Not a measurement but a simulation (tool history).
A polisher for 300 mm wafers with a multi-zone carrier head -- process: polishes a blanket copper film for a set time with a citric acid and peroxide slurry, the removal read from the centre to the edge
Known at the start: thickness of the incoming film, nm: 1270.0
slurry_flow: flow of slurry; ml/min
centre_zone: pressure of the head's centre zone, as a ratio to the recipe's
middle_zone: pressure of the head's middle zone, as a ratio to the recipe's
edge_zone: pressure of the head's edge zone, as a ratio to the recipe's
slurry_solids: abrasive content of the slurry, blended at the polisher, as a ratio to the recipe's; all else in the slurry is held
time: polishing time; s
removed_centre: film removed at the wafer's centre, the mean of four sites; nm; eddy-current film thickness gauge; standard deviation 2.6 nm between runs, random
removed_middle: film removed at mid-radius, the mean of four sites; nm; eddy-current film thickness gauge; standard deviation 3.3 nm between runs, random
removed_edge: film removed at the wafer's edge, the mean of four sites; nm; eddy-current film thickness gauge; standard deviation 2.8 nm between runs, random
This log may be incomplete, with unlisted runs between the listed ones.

run,hour,slurry_flow,centre_zone,middle_zone,edge_zone,slurry_solids,time,removed_centre,removed_middle,removed_edge
1,0.0,310,1.00,1.00,1.00,1.00,52,184.68,185.81,176.72
2,7.6,240,1.00,1.00,1.00,1.00,52,177.34,180.25,177.64
3,13.2,245,1.02,1.01,1.01,1.05,53,187.61,185.33,183.08
4,16.1,245,1.02,1.01,1.01,1.25,53,195.84,194.29,190.10
5,20.2,245,1.03,1.02,1.02,1.30,54,207.55,201.91,199.41
6,24.9,250,1.04,1.03,1.03,1.30,54,209.85,201.87,201.82
7,32.1,255,1.05,1.04,1.03,1.30,54,209.01,206.15,196.83

What will run 8 give?
8,36.1,260,1.06,1.04,1.04,1.30,55,?,?,?

Run 8 produced removed_centre 213.93 nm, removed_middle 213.22 nm, removed_edge 204.65 nm.
